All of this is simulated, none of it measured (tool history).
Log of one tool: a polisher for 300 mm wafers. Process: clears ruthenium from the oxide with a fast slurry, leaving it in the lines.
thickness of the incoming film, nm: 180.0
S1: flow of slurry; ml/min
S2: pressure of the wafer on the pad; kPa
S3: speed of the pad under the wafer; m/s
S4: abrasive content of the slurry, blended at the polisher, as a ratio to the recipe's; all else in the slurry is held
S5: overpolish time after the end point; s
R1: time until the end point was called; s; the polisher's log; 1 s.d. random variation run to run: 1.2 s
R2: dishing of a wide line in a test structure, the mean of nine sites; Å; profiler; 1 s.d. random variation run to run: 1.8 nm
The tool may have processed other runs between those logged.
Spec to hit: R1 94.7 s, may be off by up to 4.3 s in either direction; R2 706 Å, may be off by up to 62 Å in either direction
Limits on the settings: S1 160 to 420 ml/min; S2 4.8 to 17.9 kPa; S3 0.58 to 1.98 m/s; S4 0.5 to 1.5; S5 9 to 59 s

| run | hour | S1 | S2 | S3 | S4 | S5 | R1 | R2 |
|---|---|---|---|---|---|---|---|---|
| 1 | 0 | 270 | 11 | 1.28 | 1 | 30 | 60.595 | 773.77 |
| 2 | 5 | 270 | 11 | 1.28 | 1 | 41 | 59.896 | 1015.8 |
| 3 | 11.6 | 270 | 10.3 | 1.28 | 1 | 41 | 64.819 | 1003 |
| 4 | 15.5 | 270 | 10.3 | 1.56 | 1 | 41 | 54.318 | 1175.6 |
| 5 | 23.4 | 270 | 10.3 | 1.56 | 1 | 35 | 53.648 | 944.15 |
| 6 | 30.8 | 270 | 10.3 | 1.56 | 1 | 22 | 53.975 | 621.15 |
| 7 | 37.3 | 270 | 6.9 | 1.44 | 1 | 36 | 83.372 | 679.82 |
| 8 | 41 | 270 | 6.9 | 1.44 | 1 | 37 | 85.417 | 688.61 |

Next run, 5 choices. One meets every target within its allowed miss, the rest don't. Which?
| A | 44.7 | 305 | 7.6 | 1.4 | 0.95 | 31 | ? | ? |
| B | 44.7 | 300 | 5.5 | 1.44 | 1.25 | 41 | ? | ? |
| C | 44.7 | 265 | 6.2 | 1.48 | 0.95 | 54 | ? | ? |
| D | 44.7 | 325 | 5.5 | 1.4 | 0.95 | 56 | ? | ? |
| E | 44.7 | 165 | 9 | 1.32 | 1.15 | 32 | ? | ? |

| move | R1 | R2 |
|---|---|---|
| A | 78.854 | 606.41 |
| B | 94.575 | 661.39 |
| C | 92.11 | 858.29 |
| D | 106.08 | 785.08 |
| E | 72.083 | 675.36 |
A: its largest miss is bigger than the last run's
B: meets every target
C: gets the furthest-off result to its target, but another result is out of tolerance
D: pushes the last run's worst result past its target
E: its largest miss is bigger than the last run's
Go with B: it meets all targets.

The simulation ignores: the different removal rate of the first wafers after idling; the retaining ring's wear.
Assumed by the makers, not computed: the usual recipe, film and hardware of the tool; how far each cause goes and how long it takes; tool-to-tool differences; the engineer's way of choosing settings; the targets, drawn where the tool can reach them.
